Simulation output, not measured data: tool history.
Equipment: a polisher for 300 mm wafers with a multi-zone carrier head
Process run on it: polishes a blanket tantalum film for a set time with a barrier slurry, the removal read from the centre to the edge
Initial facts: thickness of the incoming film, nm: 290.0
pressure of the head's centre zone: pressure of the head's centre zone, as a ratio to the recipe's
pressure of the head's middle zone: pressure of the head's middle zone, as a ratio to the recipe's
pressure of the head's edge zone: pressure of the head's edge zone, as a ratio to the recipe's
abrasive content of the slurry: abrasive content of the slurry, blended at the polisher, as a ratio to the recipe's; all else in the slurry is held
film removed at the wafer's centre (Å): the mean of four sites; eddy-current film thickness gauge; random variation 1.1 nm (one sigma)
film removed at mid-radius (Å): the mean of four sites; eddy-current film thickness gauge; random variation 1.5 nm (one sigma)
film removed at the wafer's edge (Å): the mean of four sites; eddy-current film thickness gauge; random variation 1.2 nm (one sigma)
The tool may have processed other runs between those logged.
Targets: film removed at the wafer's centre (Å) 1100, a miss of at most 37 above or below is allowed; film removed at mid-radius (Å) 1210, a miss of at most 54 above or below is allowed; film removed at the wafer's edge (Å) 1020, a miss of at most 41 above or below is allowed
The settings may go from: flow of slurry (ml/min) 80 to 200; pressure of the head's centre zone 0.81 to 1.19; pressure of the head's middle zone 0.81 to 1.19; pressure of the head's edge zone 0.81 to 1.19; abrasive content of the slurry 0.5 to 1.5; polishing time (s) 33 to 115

run,hour,flow of slurry (ml/min),pressure of the head's centre zone,pressure of the head's middle zone,pressure of the head's edge zone,abrasive content of the slurry,polishing time (s),film removed at the wafer's centre (Å),film removed at mid-radius (Å),film removed at the wafer's edge (Å)
1,0,130,1,1,1,1,73,808.93,795.28,798.12
2,1.2,130,1,1,1,1,89,963.96,993.22,958.46
3,3.8,130,1,1,1,0.85,89,915.26,906.04,895.5
4,7.1,130,1,0.94,1,0.85,89,904.91,869.68,894.07
5,14.7,130,1,0.94,1,0.85,103,1034.4,1036.2,1033.7
6,23.6,130,1,0.98,1,0.85,103,1040.5,1039.8,1062.3
7,29.6,135,1,1,0.98,0.85,102,1045.6,1045.2,1031.2
8,31.1,140,1,1.02,0.96,0.85,102,1052.3,1092.3,997.71
9,36.1,145,1,1.03,0.96,0.85,102,1073.6,1082.1,1032.1

Of the 5 settings listed for the next run, only one would bring every result within its allowed miss of target. Which one?
A,41.1,100,0.93,1.09,0.83,1.15,102,?,?,?
B,41.1,100,0.9,1.13,0.9,1.05,112,?,?,?
C,41.1,100,0.97,1.08,0.81,1.05,107,?,?,?
D,41.1,145,0.87,0.99,0.85,1,107,?,?,?
E,41.1,145,1,1.18,0.93,0.85,98,?,?,?

move,film removed at the wafer's centre (Å),film removed at mid-radius (Å),film removed at the wafer's edge (Å)
A,1042.8,1218.6,1033.7
B,1089.5,1338.9,1141.5
C,1088.9,1230.3,1041
D,1088.5,1208,1100.5
E,1015.6,1201.1,979.28
A: the worst result of the last run now meets its target, but another is out of spec
B: takes the result that was furthest off past its target
C: every result within its allowed miss
D: the worst result of the last run now meets its target, but another is out of spec
E: the worst result of the last run now meets its target, but another is out of spec
Answer: C
